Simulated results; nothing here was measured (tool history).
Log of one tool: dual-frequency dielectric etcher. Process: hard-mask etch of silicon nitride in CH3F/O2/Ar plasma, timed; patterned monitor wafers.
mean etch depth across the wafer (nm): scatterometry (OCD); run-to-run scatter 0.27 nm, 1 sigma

| run | hour | source power (W) | bias power (W) | etch time (s) | mean etch depth across the wafer (nm) |
|---|---|---|---|---|---|
| 1 | 0.0 | 490 | 96 | 143.0 | 124.87 |
| 2 | 2.7 | 470 | 95 | 143.0 | 122.79 |
| 3 | 3.5 | 470 | 105 | 143.0 | 126.89 |
| 4 | 11.4 | 450 | 103 | 142.5 | 123.89 |
| 5 | 16.6 | 430 | 102 | 142.0 | 121.41 |
| 6 | 19.1 | 420 | 101 | 142.0 | 120.38 |

Expected results for the next run?
| 7 | 24.7 | 410 | 100 | 141.5 | ? |

{"run 7": {"mean etch depth across the wafer (nm)": 118.49}}
